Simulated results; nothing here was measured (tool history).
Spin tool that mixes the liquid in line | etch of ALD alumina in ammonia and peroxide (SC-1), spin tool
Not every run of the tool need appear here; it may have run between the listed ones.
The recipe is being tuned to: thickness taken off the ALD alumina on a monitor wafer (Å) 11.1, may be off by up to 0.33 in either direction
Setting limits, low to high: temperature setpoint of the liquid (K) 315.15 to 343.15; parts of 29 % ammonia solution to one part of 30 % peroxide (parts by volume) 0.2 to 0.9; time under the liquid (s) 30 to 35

run    day  temperature setpoint of the liquid (K)  parts of 29 % ammonia solution to one part of 30 % peroxide (parts by volume)  time under the liquid (s)  thickness taken off the ALD alumina on a monitor wafer (Å)
  1      0                                  331.15                                                                            0.5                         35                                                      22.324
  2  0.033                                  331.15                                                                            0.5                         35                                                       21.94
  3  0.367                                  328.15                                                                            0.5                         35                                                       18.39
  4  0.538                                  326.15                                                                            0.5                         35                                                      16.755
  5  0.633                                  326.15                                                                           0.65                         35                                                      17.521
  6  0.871                                  330.65                                                                           0.65                         35                                                      22.009
  7  1.183                                  328.15                                                                           0.65                         35                                                      19.346
  8   1.45                                  320.15                                                                           0.65                         35                                                      12.531

4 candidate next runs follow, results not yet known. Just one meets every target within its allowed miss. Identify it.
  A  1.717                                  319.65                                                                            0.6                         35                                                           ?
  B  1.717                                  320.65                                                                           0.65                         30                                                           ?
  C  1.717                                  322.65                                                                           0.65                         30                                                           ?
  D  1.717                                  322.15                                                                            0.7                         30                                                           ?

move  thickness taken off the ALD alumina on a monitor wafer (Å)
   A                                                      11.987
   B                                                      10.951
   C                                                      12.238
   D                                                      11.989
A: nearer the targets than the last run, but a result is still out of spec
B: all results land within tolerance of their targets
C: nearer the targets than the last run, but a result is still out of spec
D: nearer the targets than the last run, but a result is still out of spec
Correct choice: B, which meets every target

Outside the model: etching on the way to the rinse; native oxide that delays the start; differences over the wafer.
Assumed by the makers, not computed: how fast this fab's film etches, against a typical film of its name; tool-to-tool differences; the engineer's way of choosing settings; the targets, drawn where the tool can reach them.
